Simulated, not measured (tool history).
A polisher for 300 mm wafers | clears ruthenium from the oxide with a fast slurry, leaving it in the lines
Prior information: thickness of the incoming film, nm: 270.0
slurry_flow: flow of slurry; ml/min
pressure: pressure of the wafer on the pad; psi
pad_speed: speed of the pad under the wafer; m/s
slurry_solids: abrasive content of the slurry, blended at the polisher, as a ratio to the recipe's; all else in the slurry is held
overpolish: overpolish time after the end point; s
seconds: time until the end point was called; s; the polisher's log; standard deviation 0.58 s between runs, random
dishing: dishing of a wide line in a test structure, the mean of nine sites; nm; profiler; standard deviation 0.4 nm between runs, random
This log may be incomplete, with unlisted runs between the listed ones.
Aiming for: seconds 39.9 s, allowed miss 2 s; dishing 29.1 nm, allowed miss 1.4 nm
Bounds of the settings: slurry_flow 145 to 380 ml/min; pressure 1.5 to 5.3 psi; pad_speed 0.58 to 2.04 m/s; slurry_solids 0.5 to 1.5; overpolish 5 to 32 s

run 1 hour=0 | slurry_flow=245 pressure=3.4 pad_speed=1.3 slurry_solids=1 overpolish=16 | seconds=49.747 dishing=63.519
run 2 hour=1.5 | slurry_flow=245 pressure=3.4 pad_speed=1.3 slurry_solids=1 overpolish=13 | seconds=48.598 dishing=54.879
run 3 hour=7 | slurry_flow=190 pressure=3.4 pad_speed=1.3 slurry_solids=1 overpolish=13 | seconds=50.198 dishing=52.817
run 4 hour=11.6 | slurry_flow=175 pressure=3.4 pad_speed=1.3 slurry_solids=1 overpolish=10 | seconds=50.923 dishing=43.247
run 5 hour=20 | slurry_flow=165 pressure=3.5 pad_speed=1.3 slurry_solids=1 overpolish=8 | seconds=51.828 dishing=35.829
run 6 hour=28.4 | slurry_flow=160 pressure=4.1 pad_speed=1.22 slurry_solids=1 overpolish=7 | seconds=46.517 dishing=34.835
run 7 hour=36.1 | slurry_flow=155 pressure=4.5 pad_speed=1.14 slurry_solids=1.05 overpolish=6 | seconds=44.067 dishing=30.562
run 8 hour=43.8 | slurry_flow=155 pressure=4.5 pad_speed=1.14 slurry_solids=1.05 overpolish=6 | seconds=43.746 dishing=31.214
run 9 hour=49.7 | slurry_flow=155 pressure=4.6 pad_speed=1.12 slurry_solids=1.1 overpolish=6 | seconds=42.451 dishing=32.024
run 10 hour=52.9 | slurry_flow=180 pressure=4.8 pad_speed=1.14 slurry_solids=0.95 overpolish=5 | seconds=44.31 dishing=26.754

4 next moves are on the table. One of them brings every result within its allowed miss. Which?
run A hour=56.1 | slurry_flow=210 pressure=5.1 pad_speed=1.02 slurry_solids=0.9 overpolish=5 | seconds=? dishing=?
run B hour=56.1 | slurry_flow=205 pressure=4.7 pad_speed=1.12 slurry_solids=0.95 overpolish=5 | seconds=? dishing=?
run C hour=56.1 | slurry_flow=175 pressure=4.9 pad_speed=1.06 slurry_solids=0.95 overpolish=5 | seconds=? dishing=?
run D hour=56.1 | slurry_flow=170 pressure=4.6 pad_speed=1.32 slurry_solids=0.95 overpolish=5 | seconds=? dishing=?

move=A seconds=46.698 dishing=25.686
move=B seconds=44.622 dishing=26.775
move=C seconds=46.294 dishing=25.891
move=D seconds=40.031 dishing=29.544
A: further off than the last run
B: further off than the last run
C: further off than the last run
D: every result lands within tolerance
The right move is D.
